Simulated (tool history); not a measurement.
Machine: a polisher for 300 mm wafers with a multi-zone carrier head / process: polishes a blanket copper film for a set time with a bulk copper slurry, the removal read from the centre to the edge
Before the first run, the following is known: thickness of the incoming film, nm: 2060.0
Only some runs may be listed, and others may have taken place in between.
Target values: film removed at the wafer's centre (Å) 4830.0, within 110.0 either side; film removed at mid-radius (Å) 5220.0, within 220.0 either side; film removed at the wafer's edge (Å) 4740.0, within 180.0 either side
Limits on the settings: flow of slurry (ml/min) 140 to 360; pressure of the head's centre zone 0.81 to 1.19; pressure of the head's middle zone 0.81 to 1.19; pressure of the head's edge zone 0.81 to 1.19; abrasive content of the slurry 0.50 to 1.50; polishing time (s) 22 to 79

run    day  flow of slurry (ml/min)  pressure of the head's centre zone  pressure of the head's middle zone  pressure of the head's edge zone  abrasive content of the slurry  polishing time (s)  film removed at the wafer's centre (Å)  film removed at mid-radius (Å)  film removed at the wafer's edge (Å)
  1  0.000                      230                                1.00                                1.00                              1.00                            1.00                  50                                  7295.9                          7199.6                                7291.5
  2  0.204                      230                                1.00                                1.00                              0.91                            1.00                  50                                  7344.1                          7412.6                                6991.0
  3  0.329                      230                                0.98                                0.99                              0.88                            0.85                  46                                  6443.8                          6428.2                                6029.3
  4  0.517                      225                                0.94                                0.99                              0.86                            0.75                  44                                  5828.0                          6116.0                                5752.7
  5  0.808                      225                                0.93                                1.00                              0.85                            0.70                  42                                  5529.2                          5725.3                                5411.3
  6  1.096                      225                                0.93                                1.00                              0.85                            0.70                  52                                  6747.1                          7306.4                                6674.4
  7  1.454                      225                                0.92                                1.01                              0.84                            0.65                  47                                  5949.4                          6513.1                                5881.5
  8  1.733                      225                                0.92                                1.01                              0.83                            0.60                  44                                  5520.5                          5905.0                                5561.1
  9  2.012                      225                                0.93                                1.04                              0.82                            0.60                  42                                  5340.3                          5864.2                                5232.5
 10  2.125                      220                                0.93                                1.04                              0.82                            0.55                  41                                  5172.1                          5641.0                                4960.7
 11  2.154                      170                                0.89                                0.99                              0.81                            0.50                  41                                  4788.5                          5265.3                                4796.6

Which of these 5 next moves meets every target?
  A  2.183                      170                                0.90                                1.07                              0.81                            0.55                  41                                       ?                               ?                                     ?
  B  2.183                      165                                0.88                                0.97                              0.88                            0.50                  41                                       ?                               ?                                     ?
  C  2.183                      150                                0.92                                1.05                              0.81                            0.55                  39                                       ?                               ?                                     ?
  D  2.183                      140                                0.94                                1.03                              0.83                            0.50                  41                                       ?                               ?                                     ?
  E  2.183                      140                                0.86                                1.00                              0.81                            0.65                  41                                       ?                               ?                                     ?

move  film removed at the wafer's centre (Å)  film removed at mid-radius (Å)  film removed at the wafer's edge (Å)
   A                                  4818.0                          5480.2                                4802.2
   B                                  4635.6                          4969.4                                4920.7
   C                                  4606.6                          5053.0                                4519.6
   D                                  4845.5                          5122.5                                4720.3
   E                                  4574.4                          5162.5                                4825.7
A: the furthest-off result lands on target, but another misses its tolerance
B: the biggest miss grows against the last run
C: the biggest miss grows against the last run
D: each result inside its tolerance
E: the biggest miss grows against the last run
D meets every target.
